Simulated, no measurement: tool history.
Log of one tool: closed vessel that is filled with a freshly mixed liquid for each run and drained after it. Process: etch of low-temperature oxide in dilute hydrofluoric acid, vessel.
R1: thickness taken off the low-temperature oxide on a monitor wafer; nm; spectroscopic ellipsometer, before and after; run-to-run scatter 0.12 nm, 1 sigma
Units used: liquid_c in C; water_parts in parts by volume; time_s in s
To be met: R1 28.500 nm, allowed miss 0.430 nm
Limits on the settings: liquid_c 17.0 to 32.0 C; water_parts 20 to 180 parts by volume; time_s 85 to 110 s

Run 1, hour 0.0: liquid_c 24.0 C, water_parts 100 parts by volume, time_s 110 s. Result: R1 14.019 nm.
Run 2, hour 8.7: liquid_c 25.0 C, water_parts 95 parts by volume, time_s 110 s. Result: R1 15.406 nm.
Run 3, hour 13.7: liquid_c 25.0 C, water_parts 95 parts by volume, time_s 85 s. Result: R1 11.912 nm.
Run 4, hour 16.9: liquid_c 25.0 C, water_parts 95 parts by volume, time_s 110 s. Result: R1 15.481 nm.
Run 5, hour 20.5: liquid_c 26.0 C, water_parts 90 parts by volume, time_s 110 s. Result: R1 17.064 nm.
Run 6, hour 26.1: liquid_c 27.0 C, water_parts 90 parts by volume, time_s 110 s. Result: R1 17.777 nm.
Run 7, hour 31.3: liquid_c 27.5 C, water_parts 85 parts by volume, time_s 110 s. Result: R1 19.195 nm.
Run 8, hour 39.1: liquid_c 28.0 C, water_parts 85 parts by volume, time_s 110 s. Result: R1 19.654 nm.
Run 9, hour 46.3: liquid_c 28.5 C, water_parts 85 parts by volume, time_s 110 s. Result: R1 19.983 nm.
Run 10, hour 51.0: liquid_c 28.5 C, water_parts 85 parts by volume, time_s 110 s. Result: R1 20.089 nm.
Run 11, hour 59.1: liquid_c 32.0 C, water_parts 60 parts by volume, time_s 110 s. Result: R1 33.821 nm.
Run 12, hour 64.7: liquid_c 31.5 C, water_parts 60 parts by volume, time_s 110 s. Result: R1 32.999 nm.
Run 13, hour 66.9: liquid_c 31.0 C, water_parts 60 parts by volume, time_s 110 s. Result: R1 32.139 nm.
Run 14, hour 69.5: liquid_c 30.5 C, water_parts 60 parts by volume, time_s 110 s. Result: R1 31.783 nm.

Consider the 4 candidate settings below. Which is the only one whose results all fall within their allowed miss of target?
Run A, hour 72.1: liquid_c 32.0 C, water_parts 55 parts by volume, time_s 110 s. Result: R1 ?.
Run B, hour 72.1: liquid_c 30.5 C, water_parts 60 parts by volume, time_s 105 s. Result: R1 ?.
Run C, hour 72.1: liquid_c 31.5 C, water_parts 55 parts by volume, time_s 90 s. Result: R1 ?.
Run D, hour 72.1: liquid_c 32.0 C, water_parts 70 parts by volume, time_s 110 s. Result: R1 ?.

move      R1
   A  36.787
   B  30.143
   C  29.525
   D  28.227
A: its largest miss is bigger than the last run's
B: closes in on the targets versus the last run, not all within tolerance yet
C: closes in on the targets versus the last run, not all within tolerance yet
D: all results land within tolerance of their targets
So the answer is move D, the one that meets all the targets.

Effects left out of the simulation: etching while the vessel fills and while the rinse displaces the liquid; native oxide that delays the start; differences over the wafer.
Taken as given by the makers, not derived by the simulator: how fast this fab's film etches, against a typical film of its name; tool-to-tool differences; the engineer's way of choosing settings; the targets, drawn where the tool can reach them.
